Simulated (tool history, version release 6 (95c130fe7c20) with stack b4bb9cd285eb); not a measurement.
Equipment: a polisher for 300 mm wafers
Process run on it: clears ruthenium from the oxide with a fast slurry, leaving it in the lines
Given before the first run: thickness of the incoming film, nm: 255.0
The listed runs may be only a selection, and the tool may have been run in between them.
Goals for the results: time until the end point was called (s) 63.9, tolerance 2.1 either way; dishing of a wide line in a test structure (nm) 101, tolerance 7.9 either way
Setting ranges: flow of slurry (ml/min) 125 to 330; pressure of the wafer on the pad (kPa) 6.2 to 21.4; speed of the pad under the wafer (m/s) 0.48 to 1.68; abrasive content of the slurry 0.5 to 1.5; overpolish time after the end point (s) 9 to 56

run  hour  flow of slurry (ml/min)  pressure of the wafer on the pad (kPa)  speed of the pad under the wafer (m/s)  abrasive content of the slurry  overpolish time after the end point (s)  time until the end point was called (s)  dishing of a wide line in a test structure (nm)
  1     0                      210                                    13.8                                    1.08                               1                                       29                                   83.295                                           61.825
  2   7.5                      210                                    14.5                                    1.08                               1                                       31                                   81.881                                           69.764
  3   9.9                      210                                    14.5                                     0.9                               1                                       31                                   97.063                                           62.333
  4  14.1                      210                                    15.9                                     0.9                               1                                       32                                   88.318                                           65.531
  5  23.1                      210                                    14.5                                     0.9                               1                                       32                                   97.584                                           63.497
  6    25                      210                                    15.9                                     0.9                               1                                       33                                   89.865                                           67.596
  7  31.5                      215                                    16.5                                     0.9                               1                                       34                                     85.8                                             72.9
  8  34.8                      215                                    17.2                                     0.9                               1                                       35                                   80.617                                           75.187
  9  39.5                      215                                    17.9                                     0.9                               1                                       36                                   78.449                                           78.815

Below are 5 possible settings for the next run. Only one of them brings all results inside the allowed miss of their targets. Which is it?
  A  44.2                      130                                      20                                    1.08                            1.15                                       34                                        ?                                                ?
  B  44.2                      245                                    18.6                                    1.08                            1.05                                       31                                        ?                                                ?
  C  44.2                      255                                    21.4                                       1                            0.95                                       29                                        ?                                                ?
  D  44.2                      175                                    18.6                                    1.22                               1                                       45                                        ?                                                ?
  E  44.2                      210                                    21.4                                    0.98                            0.95                                       46                                        ?                                                ?

move  time until the end point was called (s)  dishing of a wide line in a test structure (nm)
   A                                   60.227                                           86.853
   B                                   60.864                                            81.77
   C                                   60.477                                           78.802
   D                                   58.299                                           101.93
   E                                   63.169                                           99.217
A: carries the result that was furthest off beyond its target, to the other side
B: carries the result that was furthest off beyond its target, to the other side
C: carries the result that was furthest off beyond its target, to the other side
D: carries the result that was furthest off beyond its target, to the other side
E: all results land within tolerance of their targets
E is the move that brings every result within its allowed miss.

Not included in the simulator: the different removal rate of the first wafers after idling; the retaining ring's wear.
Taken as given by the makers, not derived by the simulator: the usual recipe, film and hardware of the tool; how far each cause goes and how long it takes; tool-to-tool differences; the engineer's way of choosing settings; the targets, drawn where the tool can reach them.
